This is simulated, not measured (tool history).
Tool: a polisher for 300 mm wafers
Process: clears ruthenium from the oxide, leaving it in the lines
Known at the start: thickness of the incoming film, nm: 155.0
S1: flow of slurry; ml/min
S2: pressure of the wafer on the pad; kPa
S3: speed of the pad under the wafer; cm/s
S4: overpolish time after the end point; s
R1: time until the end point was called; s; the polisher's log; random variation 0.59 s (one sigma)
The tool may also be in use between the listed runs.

run,day,S1,S2,S3,S4,R1
1,0.000,195,17.2,110,30,107.170
2,0.346,200,18.6,110,30,100.170
3,0.375,200,18.6,110,30,102.050
4,0.696,200,20.0,112,30,94.876
5,0.908,175,20.0,112,30,97.998
6,1.288,215,20.0,112,30,95.010
7,1.308,215,21.4,114,30,89.978
8,1.662,215,22.1,118,30,84.873

Forecast run 9:
9,1.838,215,22.1,118,30,?

Run 9 gave R1 86.048 s.
